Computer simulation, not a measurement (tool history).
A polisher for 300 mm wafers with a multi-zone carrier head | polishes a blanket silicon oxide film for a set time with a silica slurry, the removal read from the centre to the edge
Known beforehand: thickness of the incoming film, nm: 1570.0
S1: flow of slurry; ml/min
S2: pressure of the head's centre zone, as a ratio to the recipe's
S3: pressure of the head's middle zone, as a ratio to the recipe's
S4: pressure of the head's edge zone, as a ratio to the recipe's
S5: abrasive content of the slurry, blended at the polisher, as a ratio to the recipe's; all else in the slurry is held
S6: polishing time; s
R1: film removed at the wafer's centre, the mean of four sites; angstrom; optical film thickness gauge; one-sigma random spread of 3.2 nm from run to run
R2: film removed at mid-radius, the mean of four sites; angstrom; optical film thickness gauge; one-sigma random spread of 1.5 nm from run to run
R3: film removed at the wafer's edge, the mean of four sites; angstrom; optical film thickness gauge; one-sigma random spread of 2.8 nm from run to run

run,hour,S1,S2,S3,S4,S5,S6,R1,R2,R3
1,0,155,1,1,1,1,81,2625.2,2607.8,2713.6
2,4.7,175,1,1,1,1,81,2665.9,2738.8,2735.6
3,7.2,175,1,1,1,1,100,3180.1,3355.3,3381.9
4,9.4,175,1,1,1,1.15,100,3434.9,3595.4,3661.1
5,14.9,175,1,0.97,0.95,0.95,96,3057.4,3142.5,3174.6
6,22.6,170,1.01,0.97,0.94,0.8,91,2722,2673.1,2638.7
7,27,155,1,0.96,0.92,0.7,91,2289.5,2390,2369.6
8,35.6,145,1.02,0.95,0.9,0.7,91,2340.3,2357.5,2362.3
# hour 36.2: slurry nozzle cleaned
9,36.2,135,1.03,0.94,0.88,0.7,91,2565.6,2436.1,2349.3

Run 10 is up next; what results do you expect?
10,43,130,1.01,0.92,0.87,0.7,91,?,?,?

Run 10 came out at R1 2493.7 angstrom, R2 2387.3 angstrom, R3 2397 angstrom.
